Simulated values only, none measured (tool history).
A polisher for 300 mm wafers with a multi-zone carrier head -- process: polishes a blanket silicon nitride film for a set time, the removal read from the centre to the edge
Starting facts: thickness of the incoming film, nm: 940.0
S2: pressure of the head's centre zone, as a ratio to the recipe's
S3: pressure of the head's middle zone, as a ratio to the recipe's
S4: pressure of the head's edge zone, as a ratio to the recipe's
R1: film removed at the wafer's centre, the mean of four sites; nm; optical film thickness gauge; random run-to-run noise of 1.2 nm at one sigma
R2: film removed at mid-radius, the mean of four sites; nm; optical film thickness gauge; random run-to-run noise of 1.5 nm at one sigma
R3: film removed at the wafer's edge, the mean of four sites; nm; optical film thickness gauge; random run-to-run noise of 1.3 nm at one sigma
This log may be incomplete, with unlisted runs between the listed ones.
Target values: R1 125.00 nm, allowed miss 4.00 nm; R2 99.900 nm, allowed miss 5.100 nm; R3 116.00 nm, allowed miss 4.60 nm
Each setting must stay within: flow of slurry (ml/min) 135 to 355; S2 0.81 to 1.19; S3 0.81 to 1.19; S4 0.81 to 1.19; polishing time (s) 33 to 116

{"run": 1, "hour": 0.0, "flow of slurry (ml/min)": 225, "S2": 1.0, "S3": 1.0, "S4": 1.0, "polishing time (s)": 74, "R1": 187.92, "R2": 182.26, "R3": 185.31}
{"run": 2, "hour": 7.8, "flow of slurry (ml/min)": 225, "S2": 1.0, "S3": 1.0, "S4": 1.0, "polishing time (s)": 86, "R1": 216.22, "R2": 213.06, "R3": 214.68}
{"run": 3, "hour": 16.1, "flow of slurry (ml/min)": 225, "S2": 1.0, "S3": 1.0, "S4": 1.0, "polishing time (s)": 68, "R1": 170.91, "R2": 172.29, "R3": 169.82}
{"run": 4, "hour": 21.0, "flow of slurry (ml/min)": 225, "S2": 1.0, "S3": 1.0, "S4": 1.0, "polishing time (s)": 75, "R1": 187.24, "R2": 184.98, "R3": 184.56}
{"run": 5, "hour": 25.1, "flow of slurry (ml/min)": 215, "S2": 1.02, "S3": 0.95, "S4": 1.0, "polishing time (s)": 66, "R1": 170.71, "R2": 157.0, "R3": 166.32}
{"run": 6, "hour": 30.2, "flow of slurry (ml/min)": 215, "S2": 1.02, "S3": 0.95, "S4": 1.04, "polishing time (s)": 66, "R1": 168.28, "R2": 157.13, "R3": 168.27}
{"run": 7, "hour": 33.9, "flow of slurry (ml/min)": 210, "S2": 1.03, "S3": 0.92, "S4": 1.01, "polishing time (s)": 59, "R1": 151.4, "R2": 138.44, "R3": 148.14}
{"run": 8, "hour": 34.7, "flow of slurry (ml/min)": 180, "S2": 1.1, "S3": 0.82, "S4": 1.0, "polishing time (s)": 41, "R1": 110.31, "R2": 85.973, "R3": 103.03}
{"run": 9, "hour": 38.1, "flow of slurry (ml/min)": 205, "S2": 1.1, "S3": 0.83, "S4": 1.02, "polishing time (s)": 41, "R1": 112.1, "R2": 86.598, "R3": 104.49}
{"run": 10, "hour": 46.7, "flow of slurry (ml/min)": 220, "S2": 1.13, "S3": 0.93, "S4": 1.1, "polishing time (s)": 47, "R1": 133.27, "R2": 108.73, "R3": 123.31}
{"run": 11, "hour": 50.0, "flow of slurry (ml/min)": 220, "S2": 1.13, "S3": 0.93, "S4": 1.1, "polishing time (s)": 47, "R1": 132.4, "R2": 112.2, "R3": 124.54}
{"run": 12, "hour": 53.4, "flow of slurry (ml/min)": 210, "S2": 1.13, "S3": 0.91, "S4": 1.09, "polishing time (s)": 47, "R1": 133.14, "R2": 110.91, "R3": 123.13}
{"run": 13, "hour": 56.5, "flow of slurry (ml/min)": 210, "S2": 1.12, "S3": 0.9, "S4": 1.07, "polishing time (s)": 47, "R1": 130.99, "R2": 105.79, "R3": 122.2}
{"run": 14, "hour": 60.5, "flow of slurry (ml/min)": 210, "S2": 1.11, "S3": 0.89, "S4": 1.06, "polishing time (s)": 47, "R1": 131.38, "R2": 104.95, "R3": 118.04}

Next run, 4 choices. One meets every target within its allowed miss, the rest don't. Which?
{"run": "A", "hour": 64.5, "flow of slurry (ml/min)": 270, "S2": 1.17, "S3": 0.81, "S4": 1.07, "polishing time (s)": 46, "R1": "?", "R2": "?", "R3": "?"}
{"run": "B", "hour": 64.5, "flow of slurry (ml/min)": 235, "S2": 1.19, "S3": 0.93, "S4": 0.95, "polishing time (s)": 45, "R1": "?", "R2": "?", "R3": "?"}
{"run": "C", "hour": 64.5, "flow of slurry (ml/min)": 215, "S2": 1.17, "S3": 0.88, "S4": 1.08, "polishing time (s)": 47, "R1": "?", "R2": "?", "R3": "?"}
{"run": "D", "hour": 64.5, "flow of slurry (ml/min)": 190, "S2": 1.11, "S3": 0.87, "S4": 1.07, "polishing time (s)": 46, "R1": "?", "R2": "?", "R3": "?"}

move=A R1=135.37 R2=97.271 R3=119.64
move=B R1=133.19 R2=105.480 R3=109.50
move=C R1=135.62 R2=104.460 R3=121.02
move=D R1=124.44 R2=100.270 R3=117.02
A: moves away from the targets compared with the last run
B: moves away from the targets compared with the last run
C: moves away from the targets compared with the last run
D: all results in spec
The right move is D.
